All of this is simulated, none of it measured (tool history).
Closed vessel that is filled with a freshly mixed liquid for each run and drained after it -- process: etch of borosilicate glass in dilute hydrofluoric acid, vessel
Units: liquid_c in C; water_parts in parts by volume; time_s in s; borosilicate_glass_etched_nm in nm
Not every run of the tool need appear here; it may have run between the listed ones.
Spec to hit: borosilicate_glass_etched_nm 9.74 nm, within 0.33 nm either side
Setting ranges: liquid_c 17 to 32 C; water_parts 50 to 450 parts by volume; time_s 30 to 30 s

Run 1, day 0: liquid_c 24 C, water_parts 250 parts by volume, time_s 30 s. Result: borosilicate_glass_etched_nm 4.7553 nm.
Run 2, day 0.321: liquid_c 25.5 C, water_parts 230 parts by volume, time_s 30 s. Result: borosilicate_glass_etched_nm 5.5307 nm.
Run 3, day 0.35: liquid_c 27 C, water_parts 215 parts by volume, time_s 30 s. Result: borosilicate_glass_etched_nm 6.4662 nm.
Run 4, day 0.646: liquid_c 28 C, water_parts 205 parts by volume, time_s 30 s. Result: borosilicate_glass_etched_nm 6.9493 nm.
At day 0.788: thermometer replaced.
Run 5, day 0.788: liquid_c 28 C, water_parts 205 parts by volume, time_s 30 s. Result: borosilicate_glass_etched_nm 6.6539 nm.
Run 6, day 0.854: liquid_c 28 C, water_parts 265 parts by volume, time_s 30 s. Result: borosilicate_glass_etched_nm 4.8986 nm.
Run 7, day 0.95: liquid_c 28.5 C, water_parts 240 parts by volume, time_s 30 s. Result: borosilicate_glass_etched_nm 5.5194 nm.
Run 8, day 1.292: liquid_c 29 C, water_parts 220 parts by volume, time_s 30 s. Result: borosilicate_glass_etched_nm 6.3156 nm.
Run 9, day 1.342: liquid_c 29.5 C, water_parts 205 parts by volume, time_s 30 s. Result: borosilicate_glass_etched_nm 7.1012 nm.
Run 10, day 1.462: liquid_c 30 C, water_parts 195 parts by volume, time_s 30 s. Result: borosilicate_glass_etched_nm 7.5737 nm.
Run 11, day 1.779: liquid_c 30.5 C, water_parts 185 parts by volume, time_s 30 s. Result: borosilicate_glass_etched_nm 8.1886 nm.
Run 12, day 1.904: liquid_c 31 C, water_parts 180 parts by volume, time_s 30 s. Result: borosilicate_glass_etched_nm 8.7685 nm.
Run 13, day 2.162: liquid_c 31 C, water_parts 175 parts by volume, time_s 30 s. Result: borosilicate_glass_etched_nm 8.9848 nm.

Of the 5 settings listed for the next run, only one would bring every result within its allowed miss of target. Which one?
Run A, day 2.421: liquid_c 32 C, water_parts 170 parts by volume, time_s 30 s. Result: borosilicate_glass_etched_nm ?.
Run B, day 2.421: liquid_c 29 C, water_parts 190 parts by volume, time_s 30 s. Result: borosilicate_glass_etched_nm ?.
Run C, day 2.421: liquid_c 32 C, water_parts 200 parts by volume, time_s 30 s. Result: borosilicate_glass_etched_nm ?.
Run D, day 2.421: liquid_c 27.5 C, water_parts 140 parts by volume, time_s 30 s. Result: borosilicate_glass_etched_nm ?.
Run E, day 2.421: liquid_c 31.5 C, water_parts 175 parts by volume, time_s 30 s. Result: borosilicate_glass_etched_nm ?.

move  borosilicate_glass_etched_nm
   A                        9.6481
   B                        7.5788
   C                        7.8859
   D                        10.363
   E                        9.1509
A: all results in spec
B: lands further from the targets than the last run did
C: lands further from the targets than the last run did
D: takes the result that was furthest off past its target
E: nearer than the last run, and not there yet
The right move is A.
